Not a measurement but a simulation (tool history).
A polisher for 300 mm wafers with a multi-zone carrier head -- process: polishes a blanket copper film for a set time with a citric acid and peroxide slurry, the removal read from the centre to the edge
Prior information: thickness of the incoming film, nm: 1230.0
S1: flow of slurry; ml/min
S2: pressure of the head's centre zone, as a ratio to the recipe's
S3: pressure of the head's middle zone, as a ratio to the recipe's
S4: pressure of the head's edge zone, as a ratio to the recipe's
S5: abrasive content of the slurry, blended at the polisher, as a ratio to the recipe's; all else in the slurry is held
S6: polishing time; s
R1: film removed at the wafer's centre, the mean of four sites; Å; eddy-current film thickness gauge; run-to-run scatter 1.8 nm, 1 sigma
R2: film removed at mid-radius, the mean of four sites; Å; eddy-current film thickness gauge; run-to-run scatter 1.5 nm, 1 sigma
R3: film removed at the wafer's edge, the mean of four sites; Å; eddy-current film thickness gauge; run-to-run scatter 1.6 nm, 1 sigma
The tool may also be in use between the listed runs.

run 1 hour=0 | S1=290 S2=1 S3=1 S4=1 S5=1 S6=37 | R1=1025.3 R2=1001.8 R3=1005.1
run 2 hour=4 | S1=290 S2=0.99 S3=1.02 S4=1.02 S5=1.05 S6=38 | R1=1027.1 R2=1078.9 R3=1055.1
run 3 hour=8.6 | S1=290 S2=1 S3=1.03 S4=1.04 S5=1.1 S6=39 | R1=1060.5 R2=1082.1 R3=1099.1
run 4 hour=10.4 | S1=290 S2=1.05 S3=1.03 S4=1.04 S5=1.1 S6=39 | R1=1136.5 R2=1082.3 R3=1125.5
run 5 hour=12.7 | S1=295 S2=1.04 S3=1.05 S4=1.04 S5=1.15 S6=40 | R1=1160.7 R2=1153.5 R3=1126.9
run 6 hour=16.5 | S1=295 S2=1.03 S3=1.06 S4=1.06 S5=1.2 S6=41 | R1=1202.7 R2=1198.7 R3=1210.4
run 7 hour=25.4 | S1=300 S2=1.02 S3=1.08 S4=1.07 S5=1.25 S6=41 | R1=1175.7 R2=1230.6 R3=1249.5
run 8 hour=31.4 | S1=325 S2=1.02 S3=1.18 S4=1.03 S5=1.5 S6=44 | R1=1345.3 R2=1453.8 R3=1332.9
run 9 hour=32.5 | S1=325 S2=1.01 S3=1.18 S4=1.04 S5=1.5 S6=44 | R1=1311.7 R2=1454.5 R3=1359.8
run 10 hour=37 | S1=325 S2=1 S3=1.18 S4=1.04 S5=1.5 S6=44 | R1=1329.9 R2=1461.5 R3=1322.4
run 11 hour=42.4 | S1=325 S2=1 S3=1.18 S4=1.04 S5=1.5 S6=44 | R1=1319.6 R2=1462.6 R3=1342.6
run 12 hour=45.3 | S1=325 S2=0.99 S3=1.18 S4=1.05 S5=1.5 S6=44 | R1=1317 R2=1446.7 R3=1345.6
-- hour=50.1 worn pad replaced by a new one
run 13 hour=50.1 | S1=325 S2=0.99 S3=1.18 S4=1.05 S5=1.5 S6=44 | R1=1466.2 R2=1648.6 R3=1509
run 14 hour=53 | S1=305 S2=0.99 S3=1.17 S4=1.05 S5=1.45 S6=44 | R1=1449.3 R2=1596.7 R3=1483.6
run 15 hour=57.7 | S1=310 S2=0.97 S3=1.16 S4=1.05 S5=1.45 S6=44 | R1=1438 R2=1610.1 R3=1509.3
run 16 hour=62.7 | S1=315 S2=0.96 S3=1.16 S4=1.06 S5=1.4 S6=44 | R1=1430.3 R2=1579.8 R3=1528.1

What will run 17 give?
run 17 hour=68.3 | S1=315 S2=0.95 S3=1.16 S4=1.05 S5=1.4 S6=43 | R1=? R2=? R3=?

R1: 1375.9 Å
R2: 1569.4 Å
R3: 1499.3 Å
